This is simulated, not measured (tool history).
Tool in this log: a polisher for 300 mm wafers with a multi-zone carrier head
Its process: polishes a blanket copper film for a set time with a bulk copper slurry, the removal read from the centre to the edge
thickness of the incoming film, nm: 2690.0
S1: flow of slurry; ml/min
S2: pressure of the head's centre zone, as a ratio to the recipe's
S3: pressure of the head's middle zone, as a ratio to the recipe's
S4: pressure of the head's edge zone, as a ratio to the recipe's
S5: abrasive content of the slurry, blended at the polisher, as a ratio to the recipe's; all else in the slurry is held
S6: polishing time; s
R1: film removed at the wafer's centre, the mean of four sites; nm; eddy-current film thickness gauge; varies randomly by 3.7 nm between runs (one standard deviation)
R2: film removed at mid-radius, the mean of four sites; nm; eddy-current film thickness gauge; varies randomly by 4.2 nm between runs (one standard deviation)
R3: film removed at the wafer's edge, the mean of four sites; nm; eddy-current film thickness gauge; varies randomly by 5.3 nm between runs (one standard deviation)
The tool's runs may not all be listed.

run 1 hour=0 | S1=160 S2=1 S3=1 S4=1 S5=1 S6=40 | R1=431.74 R2=437.36 R3=445.05
run 2 hour=7.2 | S1=160 S2=1 S3=1 S4=1.08 S5=1 S6=40 | R1=444.13 R2=431.97 R3=456.1
run 3 hour=11.7 | S1=155 S2=0.99 S3=0.99 S4=1.07 S5=0.95 S6=40 | R1=419.45 R2=423.91 R3=454.34
run 4 hour=13.7 | S1=155 S2=0.99 S3=0.98 S4=1.06 S5=0.9 S6=39 | R1=410.46 R2=411.93 R3=440.56
run 5 hour=17.5 | S1=155 S2=0.99 S3=0.97 S4=1.06 S5=0.85 S6=38 | R1=390.87 R2=384.55 R3=406.6
run 6 hour=18.2 | S1=155 S2=0.99 S3=0.91 S4=1.06 S5=0.85 S6=38 | R1=386.63 R2=373.32 R3=411.75
run 7 hour=23.6 | S1=150 S2=0.98 S3=0.91 S4=1.06 S5=0.85 S6=38 | R1=381.91 R2=373.63 R3=410.68
run 8 hour=26.6 | S1=150 S2=0.98 S3=0.9 S4=1.06 S5=0.85 S6=38 | R1=384.6 R2=361.26 R3=411.59

What does the tool deliver on the next run?
run 9 hour=31.9 | S1=150 S2=0.97 S3=0.9 S4=1.05 S5=0.85 S6=38 | R1=? R2=? R3=?

{"run 9": {"R1": 384.65, "R2": 362.41, "R3": 405.11}}
